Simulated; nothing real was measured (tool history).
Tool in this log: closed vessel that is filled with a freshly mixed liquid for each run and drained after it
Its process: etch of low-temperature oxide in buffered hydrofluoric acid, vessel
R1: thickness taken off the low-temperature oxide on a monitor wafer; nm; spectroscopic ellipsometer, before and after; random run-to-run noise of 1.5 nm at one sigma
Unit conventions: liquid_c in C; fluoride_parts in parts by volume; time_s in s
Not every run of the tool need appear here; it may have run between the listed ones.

run 1 hour=0.0 | liquid_c=20.0 fluoride_parts=18.0 time_s=85 | R1=146.56
run 2 hour=2.3 | liquid_c=20.0 fluoride_parts=18.0 time_s=95 | R1=165.80
run 3 hour=5.0 | liquid_c=22.0 fluoride_parts=17.5 time_s=95 | R1=190.17
run 4 hour=11.0 | liquid_c=18.5 fluoride_parts=17.5 time_s=95 | R1=156.06
run 5 hour=18.9 | liquid_c=18.5 fluoride_parts=20.5 time_s=95 | R1=135.65
run 6 hour=27.4 | liquid_c=21.0 fluoride_parts=19.5 time_s=95 | R1=162.04
run 7 hour=36.2 | liquid_c=23.0 fluoride_parts=18.5 time_s=95 | R1=190.54
run 8 hour=42.7 | liquid_c=23.0 fluoride_parts=18.5 time_s=95 | R1=189.27
run 9 hour=44.2 | liquid_c=24.5 fluoride_parts=18.0 time_s=95 | R1=211.28
run 10 hour=52.0 | liquid_c=25.5 fluoride_parts=17.5 time_s=95 | R1=231.00

Predict the results of run 11:
run 11 hour=56.9 | liquid_c=26.0 fluoride_parts=17.5 time_s=95 | R1=?

Run 11 yielded R1 234.75 nm.
